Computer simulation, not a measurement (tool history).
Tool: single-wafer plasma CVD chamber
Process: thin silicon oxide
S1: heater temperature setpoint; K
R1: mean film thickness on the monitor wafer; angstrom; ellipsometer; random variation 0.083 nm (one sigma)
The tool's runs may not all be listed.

{"run": 1, "day": 0.0, "S1": 683.15, "chamber pressure (Pa)": 140, "RF power (kW)": 0.295, "deposition time (s)": 6.78, "R1": 144.05}
{"run": 2, "day": 0.346, "S1": 683.15, "chamber pressure (Pa)": 147, "RF power (kW)": 0.295, "deposition time (s)": 6.78, "R1": 148.82}
{"run": 3, "day": 0.708, "S1": 683.15, "chamber pressure (Pa)": 132, "RF power (kW)": 0.295, "deposition time (s)": 6.78, "R1": 138.16}
{"run": 4, "day": 0.821, "S1": 683.15, "chamber pressure (Pa)": 148, "RF power (kW)": 0.295, "deposition time (s)": 6.78, "R1": 149.61}
{"run": 5, "day": 0.912, "S1": 683.15, "chamber pressure (Pa)": 153, "RF power (kW)": 0.295, "deposition time (s)": 6.78, "R1": 151.05}
{"run": 6, "day": 1.038, "S1": 683.15, "chamber pressure (Pa)": 153, "RF power (kW)": 0.295, "deposition time (s)": 6.46, "R1": 144.7}
{"run": 7, "day": 1.112, "S1": 683.15, "chamber pressure (Pa)": 181, "RF power (kW)": 0.335, "deposition time (s)": 6.53, "R1": 171.33}
{"run": 8, "day": 1.308, "S1": 683.15, "chamber pressure (Pa)": 183, "RF power (kW)": 0.34, "deposition time (s)": 6.54, "R1": 174.1}
{"day": 1.388, "done": "capacitance manometer re-zeroed and calibrated"}
{"run": 9, "day": 1.388, "S1": 683.15, "chamber pressure (Pa)": 184, "RF power (kW)": 0.34, "deposition time (s)": 6.54, "R1": 177.13}

Run 10 comes next. What will it give?
{"run": 10, "day": 1.504, "S1": 683.15, "chamber pressure (Pa)": 185, "RF power (kW)": 0.34, "deposition time (s)": 6.54, "R1": "?"}

Run 10 gave R1 178.21 angstrom.

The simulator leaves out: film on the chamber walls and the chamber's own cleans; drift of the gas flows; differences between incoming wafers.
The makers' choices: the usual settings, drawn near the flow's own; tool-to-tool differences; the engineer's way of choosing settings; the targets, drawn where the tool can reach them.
